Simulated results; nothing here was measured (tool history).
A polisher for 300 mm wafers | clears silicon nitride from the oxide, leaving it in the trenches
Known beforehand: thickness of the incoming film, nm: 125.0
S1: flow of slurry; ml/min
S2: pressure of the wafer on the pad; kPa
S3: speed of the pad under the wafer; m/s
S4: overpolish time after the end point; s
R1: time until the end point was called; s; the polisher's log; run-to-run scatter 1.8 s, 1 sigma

run  hour   S1    S2    S3  S4      R1
  1   0.0  315  22.8  1.00  19  108.44
  2   8.5  315  22.8  1.00  21  109.86
  3  13.4  315  19.3  1.00  21  127.02
  4  15.6  315  19.3  1.00  21  129.89
  5  18.4  375  19.3  1.00  21  124.24
  6  24.8  375  19.3  1.18  21  108.49
  7  25.4  375  17.9  1.18  21  114.00
  8  28.9  375  16.5  1.18  21  124.53
  9  36.6  375  15.9  1.18  21  132.19
 10  45.4  370  15.2  1.18  21  134.94
 11  49.8  365  14.5  1.18  21  140.72

Estimate the outcome of run 12 from the log above:
 12  56.9  360  13.8  1.18  21   ?

R1: 149.70 s
